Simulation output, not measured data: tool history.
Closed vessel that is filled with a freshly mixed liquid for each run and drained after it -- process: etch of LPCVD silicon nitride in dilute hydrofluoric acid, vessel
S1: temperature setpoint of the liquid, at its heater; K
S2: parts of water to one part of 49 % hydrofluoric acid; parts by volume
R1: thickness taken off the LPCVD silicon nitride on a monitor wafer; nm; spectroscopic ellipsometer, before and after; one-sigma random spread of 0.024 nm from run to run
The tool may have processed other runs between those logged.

{"run": 1, "hour": 0.0, "S1": 294.15, "S2": 195, "time in the liquid (s)": 990, "R1": 2.172}
{"run": 2, "hour": 2.9, "S1": 291.15, "S2": 195, "time in the liquid (s)": 990, "R1": 1.7912}
{"run": 3, "hour": 5.0, "S1": 292.65, "S2": 190, "time in the liquid (s)": 990, "R1": 2.022}
{"run": 4, "hour": 12.9, "S1": 292.65, "S2": 230, "time in the liquid (s)": 990, "R1": 1.6713}
{"run": 5, "hour": 22.1, "S1": 292.65, "S2": 230, "time in the liquid (s)": 780, "R1": 1.3094}
{"run": 6, "hour": 26.3, "S1": 294.15, "S2": 215, "time in the liquid (s)": 780, "R1": 1.5633}
{"run": 7, "hour": 35.6, "S1": 295.15, "S2": 200, "time in the liquid (s)": 780, "R1": 1.7868}
{"run": 8, "hour": 39.9, "S1": 296.15, "S2": 185, "time in the liquid (s)": 780, "R1": 2.0616}
{"run": 9, "hour": 48.4, "S1": 297.15, "S2": 175, "time in the liquid (s)": 780, "R1": 2.2982}
{"run": 10, "hour": 49.8, "S1": 298.15, "S2": 165, "time in the liquid (s)": 780, "R1": 2.625}
{"run": 11, "hour": 51.4, "S1": 298.65, "S2": 160, "time in the liquid (s)": 780, "R1": 2.783}
{"run": 12, "hour": 56.2, "S1": 299.15, "S2": 155, "time in the liquid (s)": 780, "R1": 2.9575}
{"run": 13, "hour": 65.8, "S1": 299.65, "S2": 150, "time in the liquid (s)": 780, "R1": 3.1126}
{"run": 14, "hour": 73.7, "S1": 300.15, "S2": 145, "time in the liquid (s)": 780, "R1": 3.346}
{"run": 15, "hour": 78.0, "S1": 300.65, "S2": 145, "time in the liquid (s)": 780, "R1": 3.474}
{"run": 16, "hour": 83.1, "S1": 301.65, "S2": 140, "time in the liquid (s)": 780, "R1": 3.8514}
{"run": 17, "hour": 88.3, "S1": 301.65, "S2": 140, "time in the liquid (s)": 780, "R1": 3.7982}

Run 18 is up next; what results do you expect?
{"run": 18, "hour": 90.7, "S1": 302.15, "S2": 130, "time in the liquid (s)": 780, "R1": "?"}

Run 18 gave R1 4.2236 nm.

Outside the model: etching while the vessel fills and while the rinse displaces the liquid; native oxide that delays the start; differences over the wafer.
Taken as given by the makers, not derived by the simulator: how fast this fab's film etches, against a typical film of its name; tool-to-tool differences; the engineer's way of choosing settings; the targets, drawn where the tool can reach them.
